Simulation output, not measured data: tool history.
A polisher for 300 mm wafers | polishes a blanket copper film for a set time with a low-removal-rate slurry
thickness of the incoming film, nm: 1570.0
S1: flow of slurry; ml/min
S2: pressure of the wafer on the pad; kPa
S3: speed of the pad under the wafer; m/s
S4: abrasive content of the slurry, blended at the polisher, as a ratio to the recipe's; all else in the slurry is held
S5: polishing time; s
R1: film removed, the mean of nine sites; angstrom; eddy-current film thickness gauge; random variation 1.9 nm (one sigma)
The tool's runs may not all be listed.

run 1 hour=0 | S1=175 S2=15.9 S3=1.18 S4=1 S5=48 | R1=1142.6
run 2 hour=6 | S1=215 S2=15.9 S3=1.18 S4=1 S5=48 | R1=1137.9
run 3 hour=9.7 | S1=215 S2=17.9 S3=1.18 S4=1 S5=48 | R1=1292.2
run 4 hour=14 | S1=215 S2=17.9 S3=0.96 S4=1 S5=48 | R1=1063.1
run 5 hour=20 | S1=215 S2=20 S3=0.96 S4=1 S5=48 | R1=1179.9
run 6 hour=20.8 | S1=215 S2=20 S3=0.96 S4=1 S5=50 | R1=1226.1
run 7 hour=22.7 | S1=215 S2=21.4 S3=1 S4=1 S5=50 | R1=1363.5
run 8 hour=24.2 | S1=215 S2=22.8 S3=1.02 S4=1 S5=50 | R1=1471.7
run 9 hour=32.7 | S1=215 S2=23.4 S3=1.04 S4=1 S5=50 | R1=1590.9

Forecast run 10:
run 10 hour=39 | S1=215 S2=24.1 S3=1.04 S4=1 S5=50 | R1=?

{"run 10": {"R1": 1595.1}}

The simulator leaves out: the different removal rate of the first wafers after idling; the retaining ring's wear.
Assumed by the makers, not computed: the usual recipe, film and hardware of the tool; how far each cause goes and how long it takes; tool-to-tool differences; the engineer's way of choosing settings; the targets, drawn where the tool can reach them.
